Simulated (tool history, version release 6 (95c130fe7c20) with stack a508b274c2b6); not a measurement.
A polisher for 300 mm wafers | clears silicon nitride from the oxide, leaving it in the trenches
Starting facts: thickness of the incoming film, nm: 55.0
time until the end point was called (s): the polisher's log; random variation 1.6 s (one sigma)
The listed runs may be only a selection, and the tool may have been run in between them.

| run | hour | flow of slurry (ml/min) | pressure of the wafer on the pad (kPa) | speed of the pad under the wafer (m/s) | overpolish time after the end point (s) | time until the end point was called (s) |
|---|---|---|---|---|---|---|
| 1 | 0.0 | 180 | 11.7 | 1.00 | 34 | 117.95 |
| 2 | 7.7 | 220 | 11.7 | 1.00 | 34 | 115.13 |
| 3 | 15.4 | 265 | 11.7 | 1.00 | 34 | 117.04 |
| 4 | 19.9 | 265 | 11.7 | 1.00 | 34 | 116.85 |
| 5 | 22.5 | 265 | 9.0 | 1.00 | 34 | 146.69 |
| 6 | 27.7 | 265 | 10.3 | 1.00 | 34 | 129.92 |
| 7 | 36.4 | 265 | 10.3 | 1.00 | 34 | 130.14 |
| 8 | 39.8 | 265 | 11.7 | 1.02 | 34 | 112.33 |

Run 9, settings as shown, results not yet in. Your forecast:
| 9 | 43.8 | 265 | 12.4 | 1.04 | 34 | ? |

time until the end point was called (s): 103.84
